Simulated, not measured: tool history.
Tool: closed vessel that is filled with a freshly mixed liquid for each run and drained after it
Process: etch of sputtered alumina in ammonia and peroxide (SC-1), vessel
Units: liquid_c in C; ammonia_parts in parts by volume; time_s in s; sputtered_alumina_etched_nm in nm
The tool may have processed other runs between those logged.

run 1 hour=0 | liquid_c=59 ammonia_parts=0.5 time_s=480 | sputtered_alumina_etched_nm=26.437
run 2 hour=5.2 | liquid_c=63 ammonia_parts=0.5 time_s=480 | sputtered_alumina_etched_nm=32.591
run 3 hour=14.1 | liquid_c=57 ammonia_parts=0.5 time_s=480 | sputtered_alumina_etched_nm=24.474
run 4 hour=22.4 | liquid_c=57 ammonia_parts=0.45 time_s=480 | sputtered_alumina_etched_nm=23.774
-- hour=30.7 new drum of ammonia solution connected
run 5 hour=30.7 | liquid_c=63 ammonia_parts=0.45 time_s=480 | sputtered_alumina_etched_nm=33.575
run 6 hour=38 | liquid_c=67.5 ammonia_parts=0.45 time_s=480 | sputtered_alumina_etched_nm=40.782
run 7 hour=42.4 | liquid_c=59.5 ammonia_parts=0.4 time_s=465 | sputtered_alumina_etched_nm=26.664

Run 8 has not been measured yet. What should we expect?
run 8 hour=46.8 | liquid_c=59.5 ammonia_parts=0.4 time_s=465 | sputtered_alumina_etched_nm=?

{"run 8": {"sputtered_alumina_etched_nm": 26.456}}

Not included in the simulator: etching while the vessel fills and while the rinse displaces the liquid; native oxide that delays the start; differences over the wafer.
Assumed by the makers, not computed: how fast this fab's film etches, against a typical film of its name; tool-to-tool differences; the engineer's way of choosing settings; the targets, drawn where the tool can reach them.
